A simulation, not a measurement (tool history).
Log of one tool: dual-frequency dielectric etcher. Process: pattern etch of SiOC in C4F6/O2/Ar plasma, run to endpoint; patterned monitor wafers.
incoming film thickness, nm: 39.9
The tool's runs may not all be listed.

run,hour,bias power (kW),source power (kW),endpoint time (s)
1,0,0.422,0.39,14.837
2,2.6,0.466,0.4,14.471
3,8.5,0.528,0.4,13.775
4,10.4,0.528,0.37,14.189
5,12.7,0.547,0.4,13.56
6,17.7,0.592,0.4,13.169
7,20.1,0.592,0.42,12.978
8,23.4,0.592,0.43,12.926

Forecast run 9:
9,31.2,0.592,0.44,?

Run 9 gave endpoint time (s) 12.766.
